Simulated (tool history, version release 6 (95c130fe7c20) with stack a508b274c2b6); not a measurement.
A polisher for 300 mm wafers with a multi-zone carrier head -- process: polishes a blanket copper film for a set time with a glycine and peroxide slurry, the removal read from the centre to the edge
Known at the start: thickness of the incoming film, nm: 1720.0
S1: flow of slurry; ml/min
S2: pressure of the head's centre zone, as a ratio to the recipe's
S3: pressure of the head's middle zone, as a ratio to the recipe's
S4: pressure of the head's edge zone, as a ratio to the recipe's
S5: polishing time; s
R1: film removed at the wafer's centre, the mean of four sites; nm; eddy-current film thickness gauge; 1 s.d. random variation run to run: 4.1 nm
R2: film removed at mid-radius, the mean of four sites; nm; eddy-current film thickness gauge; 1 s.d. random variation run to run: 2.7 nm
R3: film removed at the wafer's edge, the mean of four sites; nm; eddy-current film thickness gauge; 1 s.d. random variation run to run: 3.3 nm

run  hour   S1    S2    S3    S4  S5      R1      R2      R3
  1     0  125     1     1     1  41  254.47  249.69  257.03
  2   5.7  125     1     1     1  35  218.78  215.81  220.65
  3  13.1  125     1  1.07     1  35  210.99  224.55  217.91
  4    21  140     1  1.07     1  35  224.16  235.25  223.88
  5  27.3  150  1.04  1.05  1.04  38  255.41  246.79  249.83
  6  33.9  150   1.1  1.05  1.04  38  267.89  251.93  254.58
  7  39.8  160  1.13  1.05  1.05  40  289.76  265.32  266.31
     47.5  -- edge zone pressure recalibrated
  8  47.5  170  1.15  1.05  1.06  42  319.27  282.81  271.97
  9  55.2  165  1.16  1.05  1.09  44  335.82  296.08  291.35
 10  56.6  165  1.16  1.04  1.12  45  338.55  300.29  301.37
 11  64.3  170  1.17  1.03  1.14  46  354.81   302.3  314.66
 12    73  175  1.17  1.03  1.15  46  351.14  305.57  311.05
 13    79  175  1.17  1.03  1.15  46  358.48  306.98  316.51

What does the tool deliver on the next run?
 14  82.2  180  1.17  1.03  1.16  46   ?   ?   ?

R1: 356.57 nm
R2: 312.3 nm
R3: 318.12 nm
